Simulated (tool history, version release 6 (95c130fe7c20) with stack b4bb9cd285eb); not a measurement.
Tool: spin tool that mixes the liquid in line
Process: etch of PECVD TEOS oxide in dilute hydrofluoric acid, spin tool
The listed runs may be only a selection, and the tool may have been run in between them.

run	hour	temperature setpoint of the liquid (C)	parts of water to one part of 49 % hydrofluoric acid (parts by volume)	time under the liquid (s)	thickness taken off the PECVD TEOS oxide on a monitor wafer (nm)
1	0.0	25.0	230	45	1.62130
2	1.6	25.0	230	20	0.71466
3	4.2	21.5	230	20	0.63358
4	5.3	24.0	230	20	0.68379
5	13.8	24.5	230	20	0.69905
6	15.2	24.5	150	20	1.18560
7	22.8	24.5	150	20	1.17480
8	29.9	24.5	150	20	1.17770
# hour 35.0: thermometer replaced
9	35.0	24.0	150	20	1.22810
10	38.3	24.0	150	20	1.22440
11	43.5	23.0	150	20	1.21180
12	50.3	22.0	155	20	1.12410
13	52.6	21.5	160	20	1.02960
14	58.0	21.5	160	20	1.04110
15	58.7	21.0	160	20	1.02700

Predict the results of run 16:
16	66.1	20.5	160	20	?

thickness taken off the PECVD TEOS oxide on a monitor wafer (nm): 0.99986
